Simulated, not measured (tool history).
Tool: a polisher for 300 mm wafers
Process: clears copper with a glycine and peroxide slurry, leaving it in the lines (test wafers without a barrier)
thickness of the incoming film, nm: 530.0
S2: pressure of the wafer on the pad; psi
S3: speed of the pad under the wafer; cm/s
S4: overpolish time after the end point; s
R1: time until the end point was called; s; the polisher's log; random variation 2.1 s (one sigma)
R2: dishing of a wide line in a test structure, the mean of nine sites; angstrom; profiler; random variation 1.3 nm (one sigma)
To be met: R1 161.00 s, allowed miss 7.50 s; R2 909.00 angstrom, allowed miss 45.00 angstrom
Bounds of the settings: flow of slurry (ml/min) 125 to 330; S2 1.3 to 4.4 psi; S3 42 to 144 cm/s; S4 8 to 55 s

{"run": 1, "day": 0.0, "flow of slurry (ml/min)": 210, "S2": 2.8, "S3": 92, "S4": 28, "R1": 100.41, "R2": 894.09}
{"run": 2, "day": 0.179, "flow of slurry (ml/min)": 210, "S2": 2.6, "S3": 92, "S4": 30, "R1": 105.06, "R2": 880.38}
{"run": 3, "day": 0.417, "flow of slurry (ml/min)": 185, "S2": 2.6, "S3": 92, "S4": 30, "R1": 107.21, "R2": 885.49}
{"run": 4, "day": 0.588, "flow of slurry (ml/min)": 185, "S2": 2.5, "S3": 90, "S4": 32, "R1": 114.02, "R2": 937.54}
{"run": 5, "day": 0.767, "flow of slurry (ml/min)": 185, "S2": 2.4, "S3": 90, "S4": 33, "R1": 112.61, "R2": 896.33}
{"run": 6, "day": 0.967, "flow of slurry (ml/min)": 185, "S2": 2.3, "S3": 88, "S4": 35, "R1": 120.64, "R2": 917.85}
{"run": 7, "day": 1.033, "flow of slurry (ml/min)": 185, "S2": 2.2, "S3": 88, "S4": 36, "R1": 123.01, "R2": 905.35}
{"run": 8, "day": 1.392, "flow of slurry (ml/min)": 185, "S2": 2.1, "S3": 86, "S4": 37, "R1": 128.63, "R2": 874.1}
{"run": 9, "day": 1.512, "flow of slurry (ml/min)": 180, "S2": 1.3, "S3": 82, "S4": 49, "R1": 192.22, "R2": 835.84}
{"run": 10, "day": 1.658, "flow of slurry (ml/min)": 180, "S2": 1.4, "S3": 82, "S4": 49, "R1": 180.53, "R2": 861.18}

5 next moves are on the table. One of them brings every result within its allowed miss. Which?
{"run": "A", "day": 1.804, "flow of slurry (ml/min)": 165, "S2": 1.3, "S3": 64, "S4": 54, "R1": "?", "R2": "?"}
{"run": "B", "day": 1.804, "flow of slurry (ml/min)": 170, "S2": 1.3, "S3": 76, "S4": 52, "R1": "?", "R2": "?"}
{"run": "C", "day": 1.804, "flow of slurry (ml/min)": 280, "S2": 1.4, "S3": 94, "S4": 49, "R1": "?", "R2": "?"}
{"run": "D", "day": 1.804, "flow of slurry (ml/min)": 160, "S2": 1.4, "S3": 82, "S4": 46, "R1": "?", "R2": "?"}
{"run": "E", "day": 1.804, "flow of slurry (ml/min)": 220, "S2": 1.3, "S3": 52, "S4": 54, "R1": "?", "R2": "?"}

move=A R1=210.45 R2=827.92
move=B R1=195.58 R2=839.33
move=C R1=162.46 R2=902.55
move=D R1=180.95 R2=811.99
move=E R1=222.18 R2=806.16
A: further off than the last run
B: further off than the last run
C: meets every target
D: as far off as the last run
E: further off than the last run
Answer: C

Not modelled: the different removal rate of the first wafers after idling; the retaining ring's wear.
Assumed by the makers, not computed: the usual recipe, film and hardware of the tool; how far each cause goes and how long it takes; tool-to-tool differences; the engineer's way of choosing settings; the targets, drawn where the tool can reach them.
